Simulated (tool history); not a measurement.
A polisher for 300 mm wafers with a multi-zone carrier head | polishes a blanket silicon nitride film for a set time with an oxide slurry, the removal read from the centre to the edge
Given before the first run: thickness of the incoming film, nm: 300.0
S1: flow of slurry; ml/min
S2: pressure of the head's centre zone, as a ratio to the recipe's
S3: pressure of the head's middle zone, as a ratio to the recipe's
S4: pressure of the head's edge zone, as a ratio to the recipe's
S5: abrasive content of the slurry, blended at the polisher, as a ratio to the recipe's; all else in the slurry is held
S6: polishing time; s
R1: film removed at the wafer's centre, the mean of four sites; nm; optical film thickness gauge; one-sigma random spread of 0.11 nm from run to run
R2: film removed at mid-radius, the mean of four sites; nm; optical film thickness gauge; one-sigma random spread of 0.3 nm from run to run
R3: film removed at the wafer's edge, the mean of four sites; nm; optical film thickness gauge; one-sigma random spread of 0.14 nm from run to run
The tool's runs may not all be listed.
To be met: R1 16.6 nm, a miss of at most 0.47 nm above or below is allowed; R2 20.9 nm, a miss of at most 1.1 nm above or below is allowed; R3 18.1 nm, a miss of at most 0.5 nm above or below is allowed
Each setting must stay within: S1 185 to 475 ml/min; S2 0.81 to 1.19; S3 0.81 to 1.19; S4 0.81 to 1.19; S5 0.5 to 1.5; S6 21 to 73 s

| run | hour | S1 | S2 | S3 | S4 | S5 | S6 | R1 | R2 | R3 |
|---|---|---|---|---|---|---|---|---|---|---|
| 1 | 0 | 305 | 1 | 1 | 1 | 1 | 47 | 39.043 | 38.216 | 39.434 |
| 2 | 6.9 | 300 | 0.97 | 1.02 | 0.97 | 0.9 | 43 | 32.897 | 34.982 | 34.067 |
| 3 | 8.6 | 300 | 0.92 | 1.02 | 0.97 | 0.9 | 43 | 31.193 | 35.138 | 33.924 |
| 4 | 11.3 | 300 | 0.91 | 1.02 | 0.95 | 0.8 | 39 | 26.803 | 29.508 | 29.064 |
| 5 | 19.1 | 300 | 0.91 | 1.02 | 0.95 | 0.7 | 39 | 24.854 | 27.774 | 26.901 |
| 6 | 22.6 | 300 | 0.91 | 1.02 | 0.95 | 0.9 | 39 | 27.914 | 32.039 | 30.674 |
| 7 | 23.2 | 300 | 0.9 | 1.03 | 0.93 | 0.8 | 37 | 25.178 | 28.533 | 26.75 |
| 8 | 28.2 | 295 | 0.88 | 1.04 | 0.92 | 0.75 | 36 | 22.962 | 26.697 | 25.439 |
| 9 | 33.3 | 295 | 0.87 | 1.06 | 0.9 | 0.7 | 35 | 21.299 | 25.169 | 23.706 |
| 10 | 38.4 | 295 | 0.87 | 1.06 | 0.9 | 0.7 | 35 | 21.228 | 25.259 | 23.401 |
| 11 | 42.9 | 280 | 0.84 | 1.09 | 0.81 | 0.5 | 28 | 13.561 | 17.448 | 14.695 |
| 12 | 47.6 | 300 | 0.85 | 1.1 | 0.83 | 0.5 | 28 | 13.851 | 17.077 | 15.087 |
| 13 | 49.7 | 285 | 0.86 | 1.11 | 0.85 | 0.55 | 28 | 14.793 | 18.26 | 15.822 |

5 next moves are on the table. One of them brings every result within its allowed miss. Which?
| A | 51.8 | 260 | 0.89 | 0.99 | 0.91 | 0.55 | 33 | ? | ? | ? |
| B | 51.8 | 345 | 0.83 | 1.06 | 0.95 | 0.65 | 29 | ? | ? | ? |
| C | 51.8 | 310 | 0.95 | 1.13 | 0.87 | 0.65 | 27 | ? | ? | ? |
| D | 51.8 | 475 | 0.96 | 0.87 | 1.13 | 0.55 | 28 | ? | ? | ? |
| E | 51.8 | 370 | 0.86 | 1.11 | 0.85 | 0.55 | 31 | ? | ? | ? |

| move | R1 | R2 | R3 |
|---|---|---|---|
| A | 17.725 | 19.713 | 18.894 |
| B | 16.518 | 20.659 | 19.052 |
| C | 17.428 | 19.958 | 16.883 |
| D | 17.24 | 16.105 | 18.617 |
| E | 16.766 | 20.922 | 17.679 |
A: takes the biggest miss from the last run beyond its target
B: takes the biggest miss from the last run beyond its target
C: nearer the targets than the last run, but a result is still out of spec
D: takes the biggest miss from the last run beyond its target
E: in spec on every target
Answer: E
